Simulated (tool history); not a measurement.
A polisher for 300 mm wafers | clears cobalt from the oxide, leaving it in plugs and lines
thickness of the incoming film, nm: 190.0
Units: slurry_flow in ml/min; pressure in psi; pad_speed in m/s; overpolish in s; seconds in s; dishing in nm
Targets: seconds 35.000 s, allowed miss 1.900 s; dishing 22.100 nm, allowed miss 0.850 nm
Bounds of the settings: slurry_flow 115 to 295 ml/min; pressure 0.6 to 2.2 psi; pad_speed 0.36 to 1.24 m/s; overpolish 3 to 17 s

run  hour  slurry_flow  pressure  pad_speed  overpolish  seconds  dishing
  1   0.0          190       1.4       0.80           9   63.640   19.326
  2   7.3          195       1.5       0.80           8   59.278   18.185
  3  14.1          195       1.6       0.80           8   54.986   19.090
  4  20.5          195       1.6       0.88           8   50.492   20.741
  5  26.2          195       1.6       0.88           9   49.255   22.816
     28.5  -- worn pad replaced by a new one
  6  28.5          195       1.7       0.88           9   43.690   24.842
  7  32.7          195       1.8       0.88           8   41.467   24.184
  8  41.6          200       1.9       0.88           6   37.904   20.064
  9  43.1          200       2.0       0.88           6   37.865   20.811

Which of these 5 next moves meets every target?
  A  44.6          180       1.9       1.04           5        ?        ?
  B  44.6          215       1.9       0.94           5        ?        ?
  C  44.6          230       2.2       0.84           6        ?        ?
  D  44.6          220       1.9       0.82           6        ?        ?
  E  44.6          205       1.8       0.86           7        ?        ?

move  seconds  dishing
   A   34.584   19.669
   B   37.193   18.532
   C   35.639   22.235
   D   42.350   19.360
   E   43.032   21.651
A: further off than the last run
B: further off than the last run
C: meets every target
D: further off than the last run
E: brings the result that was furthest off to its target, and leaves another outside
The right move is C.
